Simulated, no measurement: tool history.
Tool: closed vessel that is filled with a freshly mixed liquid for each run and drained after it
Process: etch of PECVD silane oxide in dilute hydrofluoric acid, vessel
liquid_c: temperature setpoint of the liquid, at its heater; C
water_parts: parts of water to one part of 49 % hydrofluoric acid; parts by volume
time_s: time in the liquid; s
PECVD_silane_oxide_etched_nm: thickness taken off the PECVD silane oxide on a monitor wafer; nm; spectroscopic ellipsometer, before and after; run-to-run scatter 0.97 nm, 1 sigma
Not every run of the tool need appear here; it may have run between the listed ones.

run	hour	liquid_c	water_parts	time_s	PECVD_silane_oxide_etched_nm
1	0.0	26	60	90	55.761
2	6.5	26	70	90	47.006
3	13.9	26	55	90	60.961
4	16.0	26	55	90	61.471
5	20.3	26	70	90	46.953
6	25.0	27	65	90	52.060
7	26.4	28	60	90	60.294
8	32.2	29	55	90	70.590

What does the tool deliver on the next run?
9	33.2	30	55	90	?

PECVD_silane_oxide_etched_nm: 71.519 nm

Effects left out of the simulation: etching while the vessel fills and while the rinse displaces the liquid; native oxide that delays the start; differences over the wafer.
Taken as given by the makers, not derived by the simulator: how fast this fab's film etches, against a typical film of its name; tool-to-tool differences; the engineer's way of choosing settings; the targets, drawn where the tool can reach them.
